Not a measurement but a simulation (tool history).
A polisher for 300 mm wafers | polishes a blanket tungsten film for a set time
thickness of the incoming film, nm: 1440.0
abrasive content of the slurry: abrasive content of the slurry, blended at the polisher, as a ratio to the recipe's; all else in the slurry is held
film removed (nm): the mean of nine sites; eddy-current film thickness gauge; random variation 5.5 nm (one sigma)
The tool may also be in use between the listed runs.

run  hour  flow of slurry (ml/min)  pressure of the wafer on the pad (kPa)  speed of the pad under the wafer (m/s)  abrasive content of the slurry  polishing time (s)  film removed (nm)
  1   0.0                      230                                    27.6                                    1.12                             1.0                  46             307.32
  2   7.2                      230                                    27.6                                    1.12                             1.0                  42             282.19
  3  11.3                      230                                    30.3                                    1.16                             1.0                  42             320.48
  4  16.0                      195                                    30.3                                    1.16                             1.0                  42             319.41
  5  18.3                      195                                    25.5                                    1.16                             1.0                  42             263.26
  6  23.3                      195                                    25.5                                    1.16                             1.2                  42             273.68
  7  31.5                      200                                    29.0                                    1.18                             1.2                  42             314.47

Run 8 comes next. What will it give?
  8  38.4                      205                                    31.7                                    1.20                             1.2                  42                  ?

film removed (nm): 352.94
